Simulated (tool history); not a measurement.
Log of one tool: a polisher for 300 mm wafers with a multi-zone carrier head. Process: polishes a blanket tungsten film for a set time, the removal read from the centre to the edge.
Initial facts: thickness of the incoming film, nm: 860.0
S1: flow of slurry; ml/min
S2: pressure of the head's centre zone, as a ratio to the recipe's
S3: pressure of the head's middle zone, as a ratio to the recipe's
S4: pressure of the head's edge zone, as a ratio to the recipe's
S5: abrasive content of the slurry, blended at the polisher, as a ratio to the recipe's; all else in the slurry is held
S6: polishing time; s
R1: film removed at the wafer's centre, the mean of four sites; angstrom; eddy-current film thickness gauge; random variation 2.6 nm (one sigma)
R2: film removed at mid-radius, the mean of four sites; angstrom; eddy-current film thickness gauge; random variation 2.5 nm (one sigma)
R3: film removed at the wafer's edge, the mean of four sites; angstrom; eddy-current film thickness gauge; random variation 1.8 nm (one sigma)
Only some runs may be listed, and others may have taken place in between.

Run 1, day 0.000: S1 200 ml/min, S2 1.00, S3 1.00, S4 1.00, S5 1.00, S6 46 s. Result: R1 2519.7 angstrom, R2 2608.8 angstrom, R3 2507.4 angstrom.
Run 2, day 0.246: S1 200 ml/min, S2 0.93, S3 1.00, S4 1.00, S5 1.00, S6 46 s. Result: R1 2299.2 angstrom, R2 2552.3 angstrom, R3 2549.2 angstrom.
Run 3, day 0.342: S1 195 ml/min, S2 0.97, S3 0.96, S4 0.96, S5 0.85, S6 45 s. Result: R1 2256.1 angstrom, R2 2345.7 angstrom, R3 2320.1 angstrom.
Run 4, day 0.604: S1 195 ml/min, S2 1.01, S3 0.96, S4 0.96, S5 0.85, S6 45 s. Result: R1 2391.7 angstrom, R2 2313.4 angstrom, R3 2345.9 angstrom.
Run 5, day 0.975: S1 195 ml/min, S2 1.03, S3 0.96, S4 0.92, S5 0.75, S6 44 s. Result: R1 2299.7 angstrom, R2 2271.1 angstrom, R3 2174.8 angstrom.
Run 6, day 1.342: S1 220 ml/min, S2 1.03, S3 0.96, S4 0.92, S5 0.75, S6 44 s. Result: R1 2364.9 angstrom, R2 2258.4 angstrom, R3 2194.1 angstrom.
Run 7, day 1.558: S1 220 ml/min, S2 1.04, S3 0.94, S4 0.89, S5 0.65, S6 44 s. Result: R1 2277.0 angstrom, R2 2228.2 angstrom, R3 2119.1 angstrom.
Run 8, day 1.725: S1 185 ml/min, S2 1.14, S3 0.84, S4 0.82, S5 0.55, S6 42 s. Result: R1 2380.0 angstrom, R2 1816.4 angstrom, R3 1869.7 angstrom.

Run 9 is up next; what results do you expect?
Run 9, day 1.871: S1 185 ml/min, S2 1.14, S3 0.84, S4 0.82, S5 0.55, S6 42 s. Result: R1 ?, R2 ?, R3 ?.

R1: 2342.2 angstrom
R2: 1802.7 angstrom
R3: 1914.8 angstrom

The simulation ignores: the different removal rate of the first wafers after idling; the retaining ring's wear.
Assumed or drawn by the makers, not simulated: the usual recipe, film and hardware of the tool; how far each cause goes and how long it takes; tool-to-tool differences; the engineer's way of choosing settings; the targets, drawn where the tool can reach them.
